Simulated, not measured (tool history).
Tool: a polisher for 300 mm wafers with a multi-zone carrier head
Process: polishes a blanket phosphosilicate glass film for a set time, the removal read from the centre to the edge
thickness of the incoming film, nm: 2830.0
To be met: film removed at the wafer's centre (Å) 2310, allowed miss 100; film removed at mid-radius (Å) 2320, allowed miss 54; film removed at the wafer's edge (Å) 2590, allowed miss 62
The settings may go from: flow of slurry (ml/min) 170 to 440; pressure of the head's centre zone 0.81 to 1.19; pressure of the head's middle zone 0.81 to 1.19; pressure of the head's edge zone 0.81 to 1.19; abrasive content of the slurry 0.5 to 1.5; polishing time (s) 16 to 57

run	day	flow of slurry (ml/min)	pressure of the head's centre zone	pressure of the head's middle zone	pressure of the head's edge zone	abrasive content of the slurry	polishing time (s)	film removed at the wafer's centre (Å)	film removed at mid-radius (Å)	film removed at the wafer's edge (Å)
1	0	280	1	1	1	1	36	3469.9	3438.7	3485.5
2	0.146	270	0.97	0.96	0.97	0.9	36	3171.2	3194.2	3359.3
3	0.479	265	0.96	0.94	0.95	0.8	35	3006.5	2946.3	3091
4	0.588	265	0.88	0.94	0.95	0.8	35	2736.6	2936.1	3116.5
5	0.938	260	0.87	0.92	0.93	0.75	35	2639.1	2818.3	3054.6
6	1.004	260	0.87	0.92	0.98	0.75	35	2647.9	2813.1	3109.7
7	1.054	255	0.87	0.91	0.96	0.7	35	2604.3	2753.5	2964.5
# day 1.15: slurry nozzle cleaned
8	1.15	250	0.86	0.89	0.95	0.65	35	2528.8	2678.9	2999
9	1.35	250	0.87	0.88	0.94	0.6	34	2536.2	2555.9	2855.7
10	1.6	245	0.86	0.88	0.93	0.6	34	2488.3	2525.4	2823
11	1.658	245	0.86	0.88	0.93	0.6	34	2433.7	2513	2821.1

5 next moves are on the table. One of them brings every result within its allowed miss. Which?
A	1.717	255	0.91	1.03	0.81	0.5	35	?	?	?
B	1.717	240	0.92	1	0.92	0.5	35	?	?	?
C	1.717	210	0.87	0.86	0.97	0.5	38	?	?	?
D	1.717	230	0.86	0.95	0.91	0.55	34	?	?	?
E	1.717	260	0.87	0.86	0.93	0.55	32	?	?	?

move	film removed at the wafer's centre (Å)	film removed at mid-radius (Å)	film removed at the wafer's edge (Å)
A	2629.4	2857.1	2697.6
B	2633.6	2763.6	2788.7
C	2644.1	2593.8	3039.9
D	2432.3	2615.9	2751.6
E	2356.9	2304.5	2643.7
A: further off than the last run
B: further off than the last run
C: further off than the last run
D: further off than the last run
E: meets every target
The right move is E.
